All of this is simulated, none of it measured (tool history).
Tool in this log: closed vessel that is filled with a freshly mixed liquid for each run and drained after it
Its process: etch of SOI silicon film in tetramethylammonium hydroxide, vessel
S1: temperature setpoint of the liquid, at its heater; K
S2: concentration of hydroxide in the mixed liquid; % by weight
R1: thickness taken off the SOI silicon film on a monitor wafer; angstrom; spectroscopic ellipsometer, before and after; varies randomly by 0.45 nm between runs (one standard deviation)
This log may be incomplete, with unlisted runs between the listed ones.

{"run": 1, "hour": 0.0, "S1": 331.15, "S2": 18.5, "time in the liquid (s)": 90, "R1": 2392.9}
{"run": 2, "hour": 1.1, "S1": 330.15, "S2": 18.5, "time in the liquid (s)": 90, "R1": 2246.1}
{"run": 3, "hour": 10.3, "S1": 332.65, "S2": 18.5, "time in the liquid (s)": 90, "R1": 2625.5}
{"run": 4, "hour": 14.7, "S1": 332.65, "S2": 18.5, "time in the liquid (s)": 90, "R1": 2624.2}
{"run": 5, "hour": 20.1, "S1": 332.65, "S2": 18.5, "time in the liquid (s)": 90, "R1": 2618.1}
{"run": 6, "hour": 28.0, "S1": 331.65, "S2": 18.5, "time in the liquid (s)": 90, "R1": 2462.6}
{"run": 7, "hour": 29.7, "S1": 330.65, "S2": 18.5, "time in the liquid (s)": 90, "R1": 2308}
{"run": 8, "hour": 34.7, "S1": 329.65, "S2": 18.5, "time in the liquid (s)": 90, "R1": 2162.2}
{"run": 9, "hour": 41.0, "S1": 328.65, "S2": 18.5, "time in the liquid (s)": 90, "R1": 2028.8}
{"run": 10, "hour": 47.2, "S1": 328.15, "S2": 18.5, "time in the liquid (s)": 90, "R1": 1978.5}

Predict the results of run 11:
{"run": 11, "hour": 53.1, "S1": 328.15, "S2": 18.5, "time in the liquid (s)": 90, "R1": "?"}

R1: 1977.1 angstrom
